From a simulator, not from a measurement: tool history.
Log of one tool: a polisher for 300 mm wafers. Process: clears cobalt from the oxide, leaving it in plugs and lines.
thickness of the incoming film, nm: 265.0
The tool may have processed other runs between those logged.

run	day	flow of slurry (ml/min)	pressure of the wafer on the pad (psi)	speed of the pad under the wafer (cm/s)	overpolish time after the end point (s)	time until the end point was called (s)	dishing of a wide line in a test structure (angstrom)
1	0.000	135	1.2	122	9	72.661	272.47
2	0.133	115	1.2	122	9	74.368	275.26
3	0.412	110	1.2	122	10	75.760	293.33
4	0.542	85	1.2	122	10	81.960	272.53
5	0.767	85	1.2	122	11	81.432	298.00
6	0.929	85	1.2	122	9	80.752	253.97

Run 7 has not been measured yet. What should we expect?
7	1.158	85	1.2	122	10	?	?

Logged for run 7: time until the end point was called (s) 80.949, dishing of a wide line in a test structure (angstrom) 273.76.
